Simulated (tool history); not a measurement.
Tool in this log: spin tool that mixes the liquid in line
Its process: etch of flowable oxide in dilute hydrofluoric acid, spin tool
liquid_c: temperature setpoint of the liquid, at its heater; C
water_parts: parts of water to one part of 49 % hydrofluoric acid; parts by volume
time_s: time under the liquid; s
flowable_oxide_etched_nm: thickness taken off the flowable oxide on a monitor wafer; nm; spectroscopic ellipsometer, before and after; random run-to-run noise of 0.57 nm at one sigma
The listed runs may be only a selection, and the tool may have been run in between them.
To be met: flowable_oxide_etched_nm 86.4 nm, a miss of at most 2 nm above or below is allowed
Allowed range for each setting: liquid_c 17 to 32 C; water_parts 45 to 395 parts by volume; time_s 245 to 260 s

Run 1, hour 0: liquid_c 24 C, water_parts 220 parts by volume, time_s 245 s. Result: flowable_oxide_etched_nm 41.866 nm.
Run 2, hour 3.8: liquid_c 22.5 C, water_parts 220 parts by volume, time_s 245 s. Result: flowable_oxide_etched_nm 39.588 nm.
Run 3, hour 10.6: liquid_c 22.5 C, water_parts 295 parts by volume, time_s 245 s. Result: flowable_oxide_etched_nm 27.607 nm.
Run 4, hour 12.4: liquid_c 22.5 C, water_parts 295 parts by volume, time_s 260 s. Result: flowable_oxide_etched_nm 29.001 nm.
Run 5, hour 13.7: liquid_c 22.5 C, water_parts 240 parts by volume, time_s 260 s. Result: flowable_oxide_etched_nm 38.102 nm.
Run 6, hour 15.2: liquid_c 22.5 C, water_parts 280 parts by volume, time_s 260 s. Result: flowable_oxide_etched_nm 31.071 nm.
Run 7, hour 17.9: liquid_c 24 C, water_parts 260 parts by volume, time_s 260 s. Result: flowable_oxide_etched_nm 35.91 nm.
Run 8, hour 25.6: liquid_c 25 C, water_parts 240 parts by volume, time_s 260 s. Result: flowable_oxide_etched_nm 40.911 nm.
Run 9, hour 32.6: liquid_c 26 C, water_parts 225 parts by volume, time_s 260 s. Result: flowable_oxide_etched_nm 46.782 nm.
Run 10, hour 36.3: liquid_c 27 C, water_parts 215 parts by volume, time_s 260 s. Result: flowable_oxide_etched_nm 50.188 nm.
Run 11, hour 41.5: liquid_c 27.5 C, water_parts 205 parts by volume, time_s 260 s. Result: flowable_oxide_etched_nm 55.152 nm.
Run 12, hour 44.4: liquid_c 28 C, water_parts 195 parts by volume, time_s 260 s. Result: flowable_oxide_etched_nm 58.733 nm.
Run 13, hour 53: liquid_c 32 C, water_parts 140 parts by volume, time_s 260 s. Result: flowable_oxide_etched_nm 102.13 nm.
Run 14, hour 55.4: liquid_c 32 C, water_parts 140 parts by volume, time_s 260 s. Result: flowable_oxide_etched_nm 103.16 nm.
Run 15, hour 57: liquid_c 31.5 C, water_parts 140 parts by volume, time_s 260 s. Result: flowable_oxide_etched_nm 101.37 nm.
Run 16, hour 58.9: liquid_c 31 C, water_parts 140 parts by volume, time_s 260 s. Result: flowable_oxide_etched_nm 98.069 nm.

Next run, 4 choices. One meets every target within its allowed miss, the rest don't. Which?
Run A, hour 60.8: liquid_c 31.5 C, water_parts 160 parts by volume, time_s 245 s. Result: flowable_oxide_etched_nm ?.
Run B, hour 60.8: liquid_c 31.5 C, water_parts 165 parts by volume, time_s 260 s. Result: flowable_oxide_etched_nm ?.
Run C, hour 60.8: liquid_c 28.5 C, water_parts 110 parts by volume, time_s 260 s. Result: flowable_oxide_etched_nm ?.
Run D, hour 60.8: liquid_c 31.5 C, water_parts 150 parts by volume, time_s 245 s. Result: flowable_oxide_etched_nm ?.

move  flowable_oxide_etched_nm
   A                    81.696
   B                    83.513
   C                    120.89
   D                    88.322
A: pushes the last run's worst result past its target
B: pushes the last run's worst result past its target
C: lands further from the targets than the last run did
D: each result inside its tolerance
D is the move that brings every result within its allowed miss.

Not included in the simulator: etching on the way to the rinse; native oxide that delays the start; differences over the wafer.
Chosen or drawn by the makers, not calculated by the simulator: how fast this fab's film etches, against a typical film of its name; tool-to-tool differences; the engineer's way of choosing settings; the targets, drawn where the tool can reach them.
